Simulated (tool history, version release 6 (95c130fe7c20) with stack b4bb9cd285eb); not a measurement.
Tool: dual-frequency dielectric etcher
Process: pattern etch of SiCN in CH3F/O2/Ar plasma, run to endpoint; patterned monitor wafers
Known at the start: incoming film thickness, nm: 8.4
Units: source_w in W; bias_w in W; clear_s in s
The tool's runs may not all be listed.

Run 1, hour 0.0: source_w 510 W, bias_w 84 W. Result: clear_s 18.364 s.
Run 2, hour 6.7: source_w 510 W, bias_w 93 W. Result: clear_s 17.880 s.
Run 3, hour 14.7: source_w 470 W, bias_w 89 W. Result: clear_s 18.891 s.
Run 4, hour 18.2: source_w 450 W, bias_w 88 W. Result: clear_s 19.508 s.
Run 5, hour 20.0: source_w 540 W, bias_w 88 W. Result: clear_s 17.640 s.
Run 6, hour 28.0: source_w 500 W, bias_w 86 W. Result: clear_s 18.252 s.

Forecast run 7:
Run 7, hour 35.8: source_w 470 W, bias_w 85 W. Result: clear_s ?.

clear_s: 19.027 s
